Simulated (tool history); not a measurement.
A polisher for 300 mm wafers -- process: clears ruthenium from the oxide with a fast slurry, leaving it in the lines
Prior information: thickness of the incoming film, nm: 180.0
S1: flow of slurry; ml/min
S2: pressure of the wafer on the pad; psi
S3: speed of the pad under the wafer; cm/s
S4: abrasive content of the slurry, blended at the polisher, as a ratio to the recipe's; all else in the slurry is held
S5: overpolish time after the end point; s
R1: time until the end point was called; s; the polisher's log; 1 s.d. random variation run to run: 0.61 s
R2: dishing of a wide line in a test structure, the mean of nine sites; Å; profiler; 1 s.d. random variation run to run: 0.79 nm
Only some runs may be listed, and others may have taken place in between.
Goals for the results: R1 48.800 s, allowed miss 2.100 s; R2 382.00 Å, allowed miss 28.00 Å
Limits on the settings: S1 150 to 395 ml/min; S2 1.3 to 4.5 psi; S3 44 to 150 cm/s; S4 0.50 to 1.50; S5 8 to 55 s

run  hour   S1   S2  S3    S4  S5      R1      R2
  1   0.0  250  2.9  96  1.00  28  43.327  670.76
  2   6.1  250  2.9  96  1.00  20  44.264  536.45
  3   8.1  250  2.9  96  1.00  13  45.269  399.37
  4  15.6  250  2.8  96  1.00  13  46.375  382.56
  5  20.5  250  2.8  74  1.00  13  59.288  299.19
  6  21.5  250  2.9  74  1.00  14  57.253  333.79
  7  30.1  250  3.0  74  1.00  14  55.119  341.29
  8  38.2  250  3.1  74  1.00  14  53.320  351.73

Which one of the following 4 next-run settings gets every result inside its allowed miss? There is exactly one.
  A  46.3  250  3.6  62  1.00  20   ?   ?
  B  46.3  360  2.9  88  0.90  14   ?   ?
  C  46.3  280  3.3  68  1.00  15   ?   ?
  D  46.3  260  2.7  98  1.15  16   ?   ?

move      R1      R2
   A  54.574  464.90
   B  48.786  383.08
   C  53.745  374.47
   D  43.583  465.52
A: misses by more than the last run did
B: all results land within tolerance of their targets
C: misses by more than the last run did
D: takes the result that was furthest off past its target
Correct choice: B, which meets every target
